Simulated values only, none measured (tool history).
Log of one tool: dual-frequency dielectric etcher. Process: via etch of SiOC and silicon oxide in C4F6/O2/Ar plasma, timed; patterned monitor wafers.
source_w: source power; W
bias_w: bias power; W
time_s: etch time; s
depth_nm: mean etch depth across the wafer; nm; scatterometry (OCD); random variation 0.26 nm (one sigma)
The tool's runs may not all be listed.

run 1 hour=0 | source_w=250 bias_w=131 time_s=50.5 | depth_nm=38.846
run 2 hour=6.7 | source_w=260 bias_w=133 time_s=50.5 | depth_nm=39.842
run 3 hour=11.2 | source_w=270 bias_w=134 time_s=50.5 | depth_nm=40.643
run 4 hour=13.6 | source_w=280 bias_w=135 time_s=50.5 | depth_nm=41.245
run 5 hour=14.6 | source_w=280 bias_w=135 time_s=50.5 | depth_nm=41.433
run 6 hour=15.8 | source_w=280 bias_w=135 time_s=50.5 | depth_nm=41.148

The next listed run, before its measurement:
run 7 hour=24.8 | source_w=290 bias_w=136 time_s=50.5 | depth_nm=?

{"run 7": {"depth_nm": 41.723}}
